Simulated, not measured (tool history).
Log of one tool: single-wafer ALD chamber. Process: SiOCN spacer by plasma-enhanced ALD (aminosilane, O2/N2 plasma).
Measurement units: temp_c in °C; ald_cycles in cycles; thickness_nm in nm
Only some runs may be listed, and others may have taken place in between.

run 1 hour=0 | temp_c=410 ald_cycles=72 | thickness_nm=3.8728
run 2 hour=6.9 | temp_c=410 ald_cycles=75 | thickness_nm=4.0023
run 3 hour=13.9 | temp_c=410 ald_cycles=65 | thickness_nm=3.5181
run 4 hour=16.5 | temp_c=408 ald_cycles=70 | thickness_nm=3.8028
run 5 hour=23.3 | temp_c=408 ald_cycles=62 | thickness_nm=3.3316
run 6 hour=30 | temp_c=415 ald_cycles=62 | thickness_nm=3.2857

Run 7 has not been measured yet. What should we expect?
run 7 hour=35.3 | temp_c=412 ald_cycles=67 | thickness_nm=?

thickness_nm: 3.5532 nm
